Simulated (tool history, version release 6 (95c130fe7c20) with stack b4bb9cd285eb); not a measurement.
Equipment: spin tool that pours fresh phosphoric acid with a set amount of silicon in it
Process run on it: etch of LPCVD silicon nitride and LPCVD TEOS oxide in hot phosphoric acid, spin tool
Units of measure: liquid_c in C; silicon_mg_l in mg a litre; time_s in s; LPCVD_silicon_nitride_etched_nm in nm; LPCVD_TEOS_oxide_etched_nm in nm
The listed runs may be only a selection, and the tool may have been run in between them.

run	day	liquid_c	silicon_mg_l	time_s	LPCVD_silicon_nitride_etched_nm	LPCVD_TEOS_oxide_etched_nm
1	0	162	23.5	125	11.834	0.38938
2	0.029	161.5	26.5	125	11.689	0.31286
3	0.333	161.5	34	125	11.613	0.24622
4	0.629	161	35.5	125	11.279	0.21118
5	0.758	161	27	125	11.643	0.32241
6	1.088	161	29.5	125	11.34	0.29204
7	1.317	158.5	44.5	140	11.871	0.10629
8	1.55	158.5	44	140	11.927	0.11255
9	1.779	158.5	43.5	140	11.701	0.12143
10	1.821	158.5	43	140	11.798	0.13077
11	1.871	158	42.5	135	11.185	0.11367
12	2.154	158	42	135	11.141	0.11703

Estimate the outcome of run 13 from the log above:
13	2.204	158	42	135	?	?

For run 13 the tool returned LPCVD_silicon_nitride_etched_nm 11.32 nm, LPCVD_TEOS_oxide_etched_nm 0.11648 nm.
